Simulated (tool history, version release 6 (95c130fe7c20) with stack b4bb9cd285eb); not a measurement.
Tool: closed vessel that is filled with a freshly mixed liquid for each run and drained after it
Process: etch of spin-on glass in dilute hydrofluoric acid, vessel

run  hour  temperature setpoint of the liquid (K)  parts of water to one part of 49 % hydrofluoric acid (parts by volume)  time in the liquid (s)  thickness taken off the spin-on glass on a monitor wafer (angstrom)
  1     0                                  296.15                                                                      65                      95                                                                425.5
  2   6.9                                  298.15                                                                      65                      95                                                               464.04
  3  15.6                                  298.15                                                                      65                      95                                                               464.11
  4  19.5                                  298.15                                                                      65                     100                                                               484.94
  5    26                                  298.15                                                                      75                     100                                                               415.34
  6  27.5                                  299.65                                                                      75                     100                                                               445.92
  7  32.9                                  300.65                                                                      75                     100                                                               458.68
  8  36.1                                  301.65                                                                      75                     100                                                               480.07

Run 9 comes next. What will it give?
  9  40.5                                  304.15                                                                      70                     100                                                                    ?

thickness taken off the spin-on glass on a monitor wafer (angstrom): 567.02

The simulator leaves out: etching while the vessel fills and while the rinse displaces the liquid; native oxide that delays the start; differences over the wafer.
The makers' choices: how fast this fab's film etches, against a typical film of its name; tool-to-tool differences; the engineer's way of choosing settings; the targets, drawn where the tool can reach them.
